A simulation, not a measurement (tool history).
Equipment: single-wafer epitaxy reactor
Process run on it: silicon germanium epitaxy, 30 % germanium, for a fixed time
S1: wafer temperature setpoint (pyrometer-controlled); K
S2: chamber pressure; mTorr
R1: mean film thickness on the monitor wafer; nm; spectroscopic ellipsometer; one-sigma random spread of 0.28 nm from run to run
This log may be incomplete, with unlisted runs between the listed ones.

{"run": 1, "hour": 0.0, "S1": 848.15, "S2": 22200, "R1": 40.004}
{"run": 2, "hour": 7.8, "S1": 848.15, "S2": 25300, "R1": 43.278}
{"run": 3, "hour": 10.4, "S1": 838.15, "S2": 25300, "R1": 34.675}
{"run": 4, "hour": 15.9, "S1": 847.15, "S2": 25400, "R1": 42.708}
{"run": 5, "hour": 22.8, "S1": 843.15, "S2": 25400, "R1": 38.939}
{"run": 6, "hour": 25.0, "S1": 843.15, "S2": 23900, "R1": 37.83}
{"run": 7, "hour": 32.8, "S1": 855.15, "S2": 24300, "R1": 49.26}
{"run": 8, "hour": 37.7, "S1": 855.15, "S2": 24300, "R1": 49.241}
{"run": 9, "hour": 43.6, "S1": 859.15, "S2": 24300, "R1": 53.764}
{"run": 10, "hour": 52.4, "S1": 862.15, "S2": 24300, "R1": 57.434}

For run 11, what comes out?
{"run": 11, "hour": 57.8, "S1": 864.15, "S2": 24300, "R1": "?"}

{"run 11": {"R1": 59.432}}
